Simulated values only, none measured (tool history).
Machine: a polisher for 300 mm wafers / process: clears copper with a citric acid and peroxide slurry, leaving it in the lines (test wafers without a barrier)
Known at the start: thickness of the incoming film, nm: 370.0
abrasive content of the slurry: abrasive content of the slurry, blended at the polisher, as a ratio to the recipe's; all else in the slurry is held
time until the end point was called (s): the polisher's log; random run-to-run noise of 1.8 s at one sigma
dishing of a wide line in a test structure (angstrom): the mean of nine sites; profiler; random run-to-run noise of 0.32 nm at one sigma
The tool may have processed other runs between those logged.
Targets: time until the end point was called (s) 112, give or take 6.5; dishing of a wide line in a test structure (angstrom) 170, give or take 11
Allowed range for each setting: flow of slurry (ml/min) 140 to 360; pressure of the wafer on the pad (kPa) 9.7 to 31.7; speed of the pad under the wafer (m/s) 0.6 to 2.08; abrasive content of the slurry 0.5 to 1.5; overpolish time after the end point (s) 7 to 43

run,hour,flow of slurry (ml/min),pressure of the wafer on the pad (kPa),speed of the pad under the wafer (m/s),abrasive content of the slurry,overpolish time after the end point (s),time until the end point was called (s),dishing of a wide line in a test structure (angstrom)
1,0,230,20.7,1.34,1,22,130.42,393.97
2,8.7,230,24.1,1.34,1,22,120.33,443.9
3,12.9,230,20.7,1.34,1,22,138.8,409.59
4,18.5,225,24.1,1.16,1,17,136.33,316.99
5,26.6,205,26.9,1.02,1.15,14,131.25,277
6,32.5,230,26.9,1.02,1.15,14,132.18,284.27
7,40.3,200,28.3,0.94,1.25,12,134.23,249.55
8,42.8,200,28.3,0.94,1.25,12,134.7,244.52
9,43.8,180,29.6,0.92,1.35,10,132,206.73
10,47.2,165,29.6,1,1.4,9,119.76,199.29
11,54,140,26.2,1.24,1.5,7,116.16,160.71
12,57.3,145,26.2,1.24,1.5,7,120.98,159.45

Consider the 5 candidate settings below. Which is the only one whose results all fall within their allowed miss of target?
A,60.6,140,27.6,1.12,1.3,7,?,?
B,60.6,140,27.6,1.08,1.5,7,?,?
C,60.6,155,25.5,1.14,1.5,7,?,?
D,60.6,145,26.2,1.12,1.45,8,?,?
E,60.6,145,26.9,1.38,1.3,7,?,?

move,time until the end point was called (s),dishing of a wide line in a test structure (angstrom)
A,127.04,150.46
B,127.63,149.8
C,128.59,148.59
D,129.61,167.58
E,110.53,171.78
A: the biggest miss grows against the last run
B: the biggest miss grows against the last run
C: the biggest miss grows against the last run
D: the biggest miss grows against the last run
E: all results in spec
The right move is E.

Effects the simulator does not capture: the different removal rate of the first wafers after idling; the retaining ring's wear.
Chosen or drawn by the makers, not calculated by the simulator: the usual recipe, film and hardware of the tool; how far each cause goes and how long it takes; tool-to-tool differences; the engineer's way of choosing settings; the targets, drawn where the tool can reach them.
